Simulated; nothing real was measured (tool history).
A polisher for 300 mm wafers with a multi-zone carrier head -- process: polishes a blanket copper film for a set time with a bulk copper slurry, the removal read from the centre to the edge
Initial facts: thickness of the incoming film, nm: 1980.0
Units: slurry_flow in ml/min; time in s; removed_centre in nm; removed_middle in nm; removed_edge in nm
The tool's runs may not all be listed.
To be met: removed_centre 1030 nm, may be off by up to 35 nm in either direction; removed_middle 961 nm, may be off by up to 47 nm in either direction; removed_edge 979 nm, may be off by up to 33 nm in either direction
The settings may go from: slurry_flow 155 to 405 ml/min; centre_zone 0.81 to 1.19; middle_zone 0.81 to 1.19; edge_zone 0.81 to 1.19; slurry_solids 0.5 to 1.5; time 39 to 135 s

run	day	slurry_flow	centre_zone	middle_zone	edge_zone	slurry_solids	time	removed_centre	removed_middle	removed_edge
1	0	260	1	1	1	1	87	767.53	793.69	766.37
2	0.267	265	1.02	1	1.02	1.1	88	813.12	825.38	802.81
3	0.596	265	1.02	1	1.02	1.25	88	832.39	852.32	827.89
4	0.696	270	1.04	1	1.04	1.3	89	860.49	879.35	861.04
5	0.925	270	1.04	1	1.04	1.15	89	847.74	843.33	835.39
6	0.975	270	1.04	1	1.1	1.15	89	853.51	855.62	854.85
7	1.108	275	1.06	1	1.11	1.2	89	871.13	841.25	877.52
8	1.142	280	1.08	1.02	1.12	1.25	89	899.75	889.24	894.55
9	1.496	285	1.1	1.02	1.13	1.25	89	913.23	895.03	887.81

4 next moves are on the table. One of them brings every result within its allowed miss. Which?
A	1.85	315	1.15	1.04	1.19	1.4	92	?	?	?
B	1.85	260	1.19	0.98	1.01	1.4	101	?	?	?
C	1.85	265	0.91	0.88	1.19	1.3	98	?	?	?
D	1.85	385	1.16	0.89	1.18	1	100	?	?	?

move	removed_centre	removed_middle	removed_edge
A	1042.6	939.27	1002
B	1156.7	960.04	997.05
C	841.54	838	1033.8
D	1064.6	833.72	1007
A: all results land within tolerance of their targets
B: takes the biggest miss from the last run beyond its target
C: lands further from the targets than the last run did
D: meets the target for the result that was furthest off, but another lies outside its allowed miss
Move A is the one to make.
